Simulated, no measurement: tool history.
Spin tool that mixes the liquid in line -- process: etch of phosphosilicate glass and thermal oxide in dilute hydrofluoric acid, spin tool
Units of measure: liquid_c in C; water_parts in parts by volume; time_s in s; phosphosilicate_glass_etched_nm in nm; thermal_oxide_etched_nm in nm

run,hour,liquid_c,water_parts,time_s,phosphosilicate_glass_etched_nm,thermal_oxide_etched_nm
1,0,24,250,30,12.675,0.36908
2,4.5,24,250,40,16.65,0.54219
3,13.5,24,335,40,11.472,0.34862
4,21,24,370,40,10.086,0.30813
5,26.8,24,435,40,8.0249,0.23935
6,28.3,24,435,30,6.0925,0.18383
7,35.5,24,435,30,6.0324,0.18764
8,41.5,22,440,30,5.517,0.16846
9,46.2,20.5,445,30,5.2598,0.15863
10,54.2,19.5,445,30,5.0594,0.15332

Forecast run 11:
11,58.4,19,445,30,?,?

phosphosilicate_glass_etched_nm: 4.9925 nm
thermal_oxide_etched_nm: 0.13556 nm

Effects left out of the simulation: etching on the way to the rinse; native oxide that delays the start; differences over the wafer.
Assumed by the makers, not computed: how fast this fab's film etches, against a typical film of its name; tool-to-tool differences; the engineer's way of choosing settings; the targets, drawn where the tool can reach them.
